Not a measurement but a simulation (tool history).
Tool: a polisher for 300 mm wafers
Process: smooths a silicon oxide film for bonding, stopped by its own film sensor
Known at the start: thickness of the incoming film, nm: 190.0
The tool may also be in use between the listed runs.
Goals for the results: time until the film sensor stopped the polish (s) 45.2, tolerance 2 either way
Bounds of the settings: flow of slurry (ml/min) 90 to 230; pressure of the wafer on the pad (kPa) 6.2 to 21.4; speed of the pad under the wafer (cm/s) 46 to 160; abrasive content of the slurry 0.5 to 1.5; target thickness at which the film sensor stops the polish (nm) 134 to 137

run  hour  flow of slurry (ml/min)  pressure of the wafer on the pad (kPa)  speed of the pad under the wafer (cm/s)  abrasive content of the slurry  target thickness at which the film sensor stops the polish (nm)  time until the film sensor stopped the polish (s)
  1     0                      150                                    13.8                                      102                               1                                                              137                                             63.019
  2   0.6                      150                                    13.8                                       76                               1                                                              137                                             79.789
  3   4.2                      150                                    15.2                                       76                               1                                                              137                                             71.621
  4   6.6                      150                                    13.8                                       76                               1                                                              137                                             80.361
  5  10.2                      150                                    15.2                                       76                               1                                                              137                                             74.257
  6  12.8                      150                                    16.5                                       78                               1                                                              137                                             65.289
  7  13.4                      150                                    17.2                                       78                               1                                                              137                                             62.498
  8  16.9                      150                                    17.2                                       78                               1                                                              137                                             64.626
  9    23                      150                                    17.9                                       80                               1                                                              137                                             60.066

Exactly one of the 4 candidate moves below puts every result within its allowed miss. Which one?
  A  29.1                      160                                    21.4                                       74                             1.2                                                              137                                                  ?
  B  29.1                      175                                      20                                       90                             1.1                                                              137                                                  ?
  C  29.1                      160                                    21.4                                       76                            1.05                                                              137                                                  ?
  D  29.1                      185                                    17.9                                       62                            0.75                                                              134                                                  ?

move  time until the film sensor stopped the polish (s)
   A                                             49.549
   B                                             46.266
   C                                             51.051
   D                                             85.342
A: nearer the targets than the last run, but a result is still out of spec
B: all results in spec
C: nearer the targets than the last run, but a result is still out of spec
D: further off than the last run
Correct choice: B, which meets every target

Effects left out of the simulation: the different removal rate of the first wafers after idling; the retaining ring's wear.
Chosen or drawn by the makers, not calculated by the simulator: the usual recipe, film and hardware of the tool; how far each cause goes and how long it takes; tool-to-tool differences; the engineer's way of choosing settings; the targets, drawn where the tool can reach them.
